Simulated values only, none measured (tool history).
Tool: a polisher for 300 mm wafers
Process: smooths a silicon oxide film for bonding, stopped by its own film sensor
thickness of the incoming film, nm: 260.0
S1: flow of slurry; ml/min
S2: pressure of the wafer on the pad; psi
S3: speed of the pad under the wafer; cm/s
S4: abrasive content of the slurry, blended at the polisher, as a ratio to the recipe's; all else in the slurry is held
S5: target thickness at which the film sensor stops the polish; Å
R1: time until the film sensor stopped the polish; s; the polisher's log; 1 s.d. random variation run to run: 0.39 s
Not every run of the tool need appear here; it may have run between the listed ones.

run  hour   S1   S2  S3   S4    S5      R1
  1     0  185  1.6  70    1  2340  65.387
  2   1.9  190  1.7  70    1  2340  62.575
  3   6.7  190  1.7  70  0.8  2340  72.195
  4    12  190  1.8  70  0.8  2340  68.148
  5  20.8  190  1.9  70  0.8  2340  64.995
  6  26.7  190  1.9  70  0.8  2340  65.576
  7  31.1  195    2  70  0.8  2340  61.529

Estimate the outcome of run 8 from the log above:
  8  38.2  195  2.1  70  0.8  2340   ?

Run 8 yielded R1 58.704 s.
